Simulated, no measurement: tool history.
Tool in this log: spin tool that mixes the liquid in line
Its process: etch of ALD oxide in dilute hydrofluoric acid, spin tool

run,day,temperature setpoint of the liquid (K),parts of water to one part of 49 % hydrofluoric acid (parts by volume),time under the liquid (s),thickness taken off the ALD oxide on a monitor wafer (angstrom)
1,0,295.15,190,290,116.46
2,0.192,296.65,190,290,122.84
3,0.308,296.65,250,290,87.79
4,0.4,297.15,240,290,93.917
5,0.771,297.15,240,290,93.855
6,0.892,297.15,240,290,94.223
7,1.058,297.65,230,290,100.42
8,1.175,298.15,220,290,108.77

The next listed run, before its measurement:
9,1.492,298.15,220,290,?

Run 9 yielded thickness taken off the ALD oxide on a monitor wafer (angstrom) 108.38.
